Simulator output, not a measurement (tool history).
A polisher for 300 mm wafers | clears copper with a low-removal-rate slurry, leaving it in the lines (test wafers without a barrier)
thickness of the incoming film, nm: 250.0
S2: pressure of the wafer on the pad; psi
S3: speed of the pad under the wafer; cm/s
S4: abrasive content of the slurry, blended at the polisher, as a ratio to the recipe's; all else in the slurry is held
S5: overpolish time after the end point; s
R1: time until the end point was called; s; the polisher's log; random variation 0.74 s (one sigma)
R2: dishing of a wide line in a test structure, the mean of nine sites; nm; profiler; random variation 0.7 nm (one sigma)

run 1 hour=0.0 | flow_of_slurry_(ml/min)=215 S2=2.1 S3=116 S4=1.00 S5=11 | R1=90.927 R2=19.372
run 2 hour=2.3 | flow_of_slurry_(ml/min)=215 S2=2.1 S3=116 S4=0.85 S5=11 | R1=94.257 R2=18.244
run 3 hour=6.1 | flow_of_slurry_(ml/min)=215 S2=1.6 S3=116 S4=0.85 S5=11 | R1=120.780 R2=14.099
run 4 hour=15.0 | flow_of_slurry_(ml/min)=215 S2=1.6 S3=126 S4=0.85 S5=11 | R1=109.420 R2=15.491
-- hour=16.4 slurry nozzle cleaned
run 5 hour=16.4 | flow_of_slurry_(ml/min)=215 S2=1.8 S3=128 S4=0.85 S5=11 | R1=91.924 R2=18.106
run 6 hour=18.7 | flow_of_slurry_(ml/min)=215 S2=2.0 S3=128 S4=0.85 S5=11 | R1=82.276 R2=20.503
run 7 hour=20.8 | flow_of_slurry_(ml/min)=215 S2=2.6 S3=130 S4=0.85 S5=13 | R1=62.546 R2=28.793

Run 8 comes next. What will it give?
run 8 hour=21.7 | flow_of_slurry_(ml/min)=215 S2=2.7 S3=130 S4=0.85 S5=13 | R1=? R2=?

{"run 8": {"R1": 62.867, "R2": 29.968}}
